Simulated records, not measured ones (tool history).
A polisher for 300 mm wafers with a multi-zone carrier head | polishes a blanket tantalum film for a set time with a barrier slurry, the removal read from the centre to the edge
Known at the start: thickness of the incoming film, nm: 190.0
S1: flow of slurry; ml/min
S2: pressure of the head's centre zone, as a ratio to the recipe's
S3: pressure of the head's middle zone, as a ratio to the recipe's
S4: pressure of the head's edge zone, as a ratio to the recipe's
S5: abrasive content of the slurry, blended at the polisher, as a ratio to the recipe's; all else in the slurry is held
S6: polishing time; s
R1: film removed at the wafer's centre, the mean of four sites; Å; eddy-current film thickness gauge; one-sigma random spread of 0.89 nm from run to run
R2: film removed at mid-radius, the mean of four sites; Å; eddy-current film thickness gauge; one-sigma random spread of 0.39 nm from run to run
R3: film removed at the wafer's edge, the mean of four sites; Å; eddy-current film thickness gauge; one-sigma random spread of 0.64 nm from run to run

| run | hour | S1 | S2 | S3 | S4 | S5 | S6 | R1 | R2 | R3 |
|---|---|---|---|---|---|---|---|---|---|---|
| 1 | 0 | 140 | 1 | 1 | 1 | 1 | 29 | 701.97 | 710.77 | 700.47 |
| 2 | 2 | 140 | 1 | 1 | 0.96 | 1 | 29 | 697.61 | 703.6 | 690.39 |
| 3 | 8.3 | 140 | 1 | 1.04 | 0.96 | 1 | 29 | 715.74 | 723.95 | 684.89 |
| 4 | 12.3 | 130 | 1.03 | 0.98 | 0.93 | 0.95 | 29 | 680.16 | 670.55 | 659.7 |
| 5 | 21.3 | 120 | 1.08 | 0.94 | 0.91 | 0.95 | 29 | 706.54 | 634.24 | 643.83 |
| 6 | 26.2 | 120 | 1.08 | 0.94 | 0.91 | 1.1 | 29 | 737.04 | 660.91 | 679.19 |
| 7 | 29.4 | 115 | 1.09 | 0.91 | 0.89 | 1.05 | 29 | 719.17 | 633.24 | 638.48 |
| 8 | 36.6 | 105 | 1.09 | 0.89 | 0.9 | 1.05 | 29 | 714.67 | 604.31 | 652.17 |

Expected results for the next run?
| 9 | 44.7 | 100 | 1.09 | 0.88 | 0.88 | 1.05 | 29 | ? | ? | ? |

Run 9 measured R1 693.41 Å, R2 584.72 Å, R3 635.99 Å.

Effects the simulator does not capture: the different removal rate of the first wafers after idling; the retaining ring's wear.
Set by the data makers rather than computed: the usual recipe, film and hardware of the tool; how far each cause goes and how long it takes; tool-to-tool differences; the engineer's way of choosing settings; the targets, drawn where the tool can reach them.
